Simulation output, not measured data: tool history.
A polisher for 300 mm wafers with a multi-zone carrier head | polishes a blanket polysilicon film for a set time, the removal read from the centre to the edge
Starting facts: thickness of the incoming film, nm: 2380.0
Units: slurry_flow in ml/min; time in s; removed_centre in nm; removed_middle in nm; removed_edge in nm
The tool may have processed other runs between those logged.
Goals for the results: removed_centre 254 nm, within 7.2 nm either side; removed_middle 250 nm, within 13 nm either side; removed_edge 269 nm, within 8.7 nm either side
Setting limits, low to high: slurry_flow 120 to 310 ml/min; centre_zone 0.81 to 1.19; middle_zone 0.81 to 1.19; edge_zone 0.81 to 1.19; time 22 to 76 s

run,hour,slurry_flow,centre_zone,middle_zone,edge_zone,time,removed_centre,removed_middle,removed_edge
1,0,200,1,1,1,49,357.41,402.17,385.89
2,6.7,195,0.99,0.95,0.97,45,328.21,342.45,350.18
3,13.1,195,0.99,0.95,0.97,51,369.44,387.69,394.97
4,18.5,215,0.99,0.95,0.97,51,372.64,395.02,398.04
# hour 19.6: centre zone pressure recalibrated
5,19.6,215,0.9,0.95,0.97,51,376.42,392.96,395.27
6,22.4,215,0.9,0.95,0.94,51,380.23,385.13,394.92
7,25.2,200,0.9,0.94,0.94,46,340.9,347.71,352.27
8,33,180,0.84,0.84,0.9,32,218.76,221.42,239.28
9,41.6,205,0.86,0.85,0.92,32,227.99,230.75,244.8
10,42.1,220,0.88,0.85,0.94,33,238.79,237.14,257.74
11,44.5,230,0.89,0.86,0.94,33,245.12,232.13,255.39
12,51.9,230,0.88,0.92,0.98,35,257.63,265.17,275.68

Next run, 5 choices. One meets every target within its allowed miss, the rest don't. Which?
A,59.3,190,0.86,1.04,0.98,36,?,?,?
B,59.3,170,0.84,1.01,0.99,38,?,?,?
C,59.3,215,0.97,0.96,1.14,32,?,?,?
D,59.3,190,0.91,1.05,1.03,34,?,?,?
E,59.3,295,0.94,0.82,0.84,33,?,?,?

move,removed_centre,removed_middle,removed_edge
A,249.37,297.95,276.32
B,252.42,301.54,289.51
C,253.08,251.67,268.46
D,248.42,283.61,267.3
E,263.46,236.28,246.24
A: misses by more than the last run did
B: misses by more than the last run did
C: hits every target within its allowed miss
D: misses by more than the last run did
E: the result that was furthest off in the last run now lies on the other side of its target
So the answer is move C, the one that meets all the targets.
